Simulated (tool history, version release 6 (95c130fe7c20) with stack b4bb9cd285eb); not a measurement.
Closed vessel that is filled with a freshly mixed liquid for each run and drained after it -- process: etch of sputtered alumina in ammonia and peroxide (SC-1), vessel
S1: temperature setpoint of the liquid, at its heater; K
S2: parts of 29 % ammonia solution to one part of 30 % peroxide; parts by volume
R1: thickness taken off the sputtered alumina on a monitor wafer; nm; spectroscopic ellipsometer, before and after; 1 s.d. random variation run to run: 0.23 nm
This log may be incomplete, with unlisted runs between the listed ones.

run 1 hour=0 | S1=321.15 S2=0.6 time_in_the_liquid_(s)=1375 | R1=56.271
run 2 hour=4.9 | S1=321.15 S2=0.45 time_in_the_liquid_(s)=1375 | R1=54.909
run 3 hour=9 | S1=319.15 S2=0.45 time_in_the_liquid_(s)=1375 | R1=49.043
run 4 hour=11.9 | S1=317.65 S2=0.45 time_in_the_liquid_(s)=1375 | R1=44.582
run 5 hour=16.6 | S1=317.65 S2=0.45 time_in_the_liquid_(s)=1465 | R1=48.179
run 6 hour=25.1 | S1=317.65 S2=0.6 time_in_the_liquid_(s)=1465 | R1=49.174

Run 7 is up next; what results do you expect?
run 7 hour=28 | S1=316.15 S2=0.6 time_in_the_liquid_(s)=1465 | R1=?

For run 7 the tool returned R1 44.508 nm.
